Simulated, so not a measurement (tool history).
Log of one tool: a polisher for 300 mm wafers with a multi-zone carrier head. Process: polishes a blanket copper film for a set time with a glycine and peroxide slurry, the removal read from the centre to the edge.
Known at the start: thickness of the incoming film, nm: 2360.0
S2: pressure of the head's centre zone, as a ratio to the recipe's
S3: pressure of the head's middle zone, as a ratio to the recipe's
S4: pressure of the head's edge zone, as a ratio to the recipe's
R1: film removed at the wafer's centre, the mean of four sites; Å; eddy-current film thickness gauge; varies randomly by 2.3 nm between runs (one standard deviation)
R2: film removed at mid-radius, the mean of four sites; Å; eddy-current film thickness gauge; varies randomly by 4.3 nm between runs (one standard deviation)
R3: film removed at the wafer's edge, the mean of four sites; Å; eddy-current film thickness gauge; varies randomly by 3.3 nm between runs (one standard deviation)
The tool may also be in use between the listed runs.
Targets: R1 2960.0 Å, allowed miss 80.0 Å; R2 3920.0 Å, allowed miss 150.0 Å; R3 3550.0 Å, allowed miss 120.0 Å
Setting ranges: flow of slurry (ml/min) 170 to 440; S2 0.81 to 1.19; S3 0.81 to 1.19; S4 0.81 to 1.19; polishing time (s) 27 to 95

run 1 hour=0.0 | flow_of_slurry_(ml/min)=280 S2=1.00 S3=1.00 S4=1.00 polishing_time_(s)=61 | R1=2379.0 R2=2433.8 R3=2449.8
run 2 hour=3.6 | flow_of_slurry_(ml/min)=280 S2=1.00 S3=0.95 S4=1.00 polishing_time_(s)=61 | R1=2384.1 R2=2352.6 R3=2448.5
run 3 hour=9.8 | flow_of_slurry_(ml/min)=280 S2=1.00 S3=0.95 S4=1.00 polishing_time_(s)=48 | R1=1888.1 R2=1830.7 R3=1911.1
run 4 hour=11.8 | flow_of_slurry_(ml/min)=280 S2=1.00 S3=0.91 S4=1.00 polishing_time_(s)=48 | R1=1850.0 R2=1776.0 R3=1944.3
run 5 hour=13.2 | flow_of_slurry_(ml/min)=280 S2=0.97 S3=0.95 S4=1.02 polishing_time_(s)=54 | R1=2050.9 R2=2120.3 R3=2157.7
run 6 hour=15.4 | flow_of_slurry_(ml/min)=280 S2=1.01 S3=0.95 S4=1.02 polishing_time_(s)=54 | R1=2133.4 R2=2033.0 R3=2192.7
run 7 hour=22.6 | flow_of_slurry_(ml/min)=300 S2=0.91 S3=1.05 S4=1.12 polishing_time_(s)=71 | R1=2583.0 R2=3002.2 R3=3031.2
-- hour=23.8 slurry nozzle cleaned
run 8 hour=23.8 | flow_of_slurry_(ml/min)=300 S2=0.91 S3=1.05 S4=1.12 polishing_time_(s)=71 | R1=2683.0 R2=3072.3 R3=3123.4
run 9 hour=25.7 | flow_of_slurry_(ml/min)=310 S2=0.90 S3=1.08 S4=1.12 polishing_time_(s)=72 | R1=2679.2 R2=3242.3 R3=3128.5

Which of these 4 next moves meets every target?
run A hour=27.6 | flow_of_slurry_(ml/min)=295 S2=0.88 S3=1.08 S4=1.12 polishing_time_(s)=81 | R1=? R2=? R3=?
run B hour=27.6 | flow_of_slurry_(ml/min)=370 S2=0.90 S3=1.16 S4=1.14 polishing_time_(s)=73 | R1=? R2=? R3=?
run C hour=27.6 | flow_of_slurry_(ml/min)=355 S2=0.81 S3=1.15 S4=1.10 polishing_time_(s)=81 | R1=? R2=? R3=?
run D hour=27.6 | flow_of_slurry_(ml/min)=225 S2=0.88 S3=1.16 S4=1.10 polishing_time_(s)=84 | R1=? R2=? R3=?

move=A R1=2967.7 R2=3688.3 R3=3518.8
move=B R1=2786.8 R2=3596.9 R3=3240.4
move=C R1=2793.4 R2=3951.4 R3=3522.8
move=D R1=2995.1 R2=3966.9 R3=3544.4
A: closes in on the targets versus the last run, not all within tolerance yet
B: closes in on the targets versus the last run, not all within tolerance yet
C: the worst result of the last run now meets its target, but another is out of spec
D: all results land within tolerance of their targets
Move D is the one to make.
